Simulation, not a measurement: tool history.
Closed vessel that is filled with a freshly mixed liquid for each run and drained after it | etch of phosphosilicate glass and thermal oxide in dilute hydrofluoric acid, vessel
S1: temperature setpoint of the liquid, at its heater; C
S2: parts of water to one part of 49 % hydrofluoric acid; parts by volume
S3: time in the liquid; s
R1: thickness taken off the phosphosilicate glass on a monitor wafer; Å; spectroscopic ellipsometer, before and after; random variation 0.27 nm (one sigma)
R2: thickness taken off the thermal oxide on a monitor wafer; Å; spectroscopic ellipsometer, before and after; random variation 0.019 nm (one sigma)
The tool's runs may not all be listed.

run	hour	S1	S2	S3	R1	R2
1	0	22	115	60	392.92	17.604
2	5	22	115	85	558.17	25.981
3	10.9	22	115	95	614.56	28.614
4	14.2	21.5	120	95	580.64	26.463
5	20.4	21.5	125	95	545.57	25.53
6	25.5	21	130	95	510.95	24.325
7	27.6	21	135	95	495.15	23.001

The next listed run, before its measurement:
8	31.8	17	170	95	?	?

Run 8 gave R1 321.53 Å, R2 15.173 Å.
